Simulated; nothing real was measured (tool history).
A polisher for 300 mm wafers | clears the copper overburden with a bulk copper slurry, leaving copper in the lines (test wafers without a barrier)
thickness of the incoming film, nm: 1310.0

run,hour,flow of slurry (ml/min),pressure of the wafer on the pad (kPa),speed of the pad under the wafer (m/s),abrasive content of the slurry,overpolish time after the end point (s),time until the end point was called (s),dishing of a wide line in a test structure (nm)
1,0.0,150,17.2,1.12,1.00,25,163.10,88.145
2,8.0,150,14.5,1.08,1.00,20,206.30,64.497
3,9.8,150,12.4,1.08,1.05,17,229.08,55.120
4,10.4,150,11.0,1.06,1.10,14,260.13,42.783
5,11.4,150,10.3,1.06,1.15,13,272.42,39.229
6,17.9,150,10.3,1.06,1.35,13,260.36,40.758
7,25.4,150,9.7,1.06,1.35,12,281.38,35.675
8,31.5,145,9.0,1.06,1.35,12,295.91,33.579

The next listed run, before its measurement:
9,33.8,135,9.0,1.06,1.35,12,?,?

{"run 9": {"time until the end point was called (s)": 299.29, "dishing of a wide line in a test structure (nm)": 33.863}}
